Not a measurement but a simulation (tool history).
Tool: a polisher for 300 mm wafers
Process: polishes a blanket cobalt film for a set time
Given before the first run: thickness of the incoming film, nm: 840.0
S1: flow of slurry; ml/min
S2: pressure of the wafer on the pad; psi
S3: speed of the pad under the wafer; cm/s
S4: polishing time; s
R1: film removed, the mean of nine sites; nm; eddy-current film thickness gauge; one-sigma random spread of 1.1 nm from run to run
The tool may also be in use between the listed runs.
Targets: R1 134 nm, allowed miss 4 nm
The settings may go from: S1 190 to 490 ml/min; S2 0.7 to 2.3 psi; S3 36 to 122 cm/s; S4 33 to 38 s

Run 1, hour 0: S1 315 ml/min, S2 1.5 psi, S3 78 cm/s, S4 38 s. Result: R1 113.22 nm.
Run 2, hour 7.4: S1 315 ml/min, S2 1.5 psi, S3 62 cm/s, S4 38 s. Result: R1 90.153 nm.
Run 3, hour 14.3: S1 315 ml/min, S2 1.7 psi, S3 62 cm/s, S4 38 s. Result: R1 98.993 nm.
Run 4, hour 19.7: S1 315 ml/min, S2 1.9 psi, S3 62 cm/s, S4 38 s. Result: R1 106.39 nm.
Run 5, hour 27.7: S1 315 ml/min, S2 2 psi, S3 64 cm/s, S4 38 s. Result: R1 111.44 nm.
Run 6, hour 33.1: S1 315 ml/min, S2 2 psi, S3 64 cm/s, S4 38 s. Result: R1 114.75 nm.
Run 7, hour 34.1: S1 315 ml/min, S2 2.1 psi, S3 64 cm/s, S4 38 s. Result: R1 116.26 nm.
Run 8, hour 40: S1 315 ml/min, S2 2.2 psi, S3 66 cm/s, S4 38 s. Result: R1 123.57 nm.

Which one of the following 5 next-run settings gets every result inside its allowed miss? There is exactly one.
Run A, hour 45.9: S1 340 ml/min, S2 2.3 psi, S3 68 cm/s, S4 36 s. Result: R1 ?.
Run B, hour 45.9: S1 435 ml/min, S2 2.1 psi, S3 74 cm/s, S4 34 s. Result: R1 ?.
Run C, hour 45.9: S1 365 ml/min, S2 2.2 psi, S3 76 cm/s, S4 38 s. Result: R1 ?.
Run D, hour 45.9: S1 290 ml/min, S2 2.1 psi, S3 72 cm/s, S4 37 s. Result: R1 ?.
Run E, hour 45.9: S1 440 ml/min, S2 2.1 psi, S3 72 cm/s, S4 38 s. Result: R1 ?.

move      R1
   A  124.15
   B  121.54
   C  142.25
   D  125.06
   E  132.37
A: better than the last run, though not everything is in spec
B: moves away from the targets compared with the last run
C: takes the result that was furthest off past its target
D: better than the last run, though not everything is in spec
E: all results in spec
So the answer is move E, the one that meets all the targets.
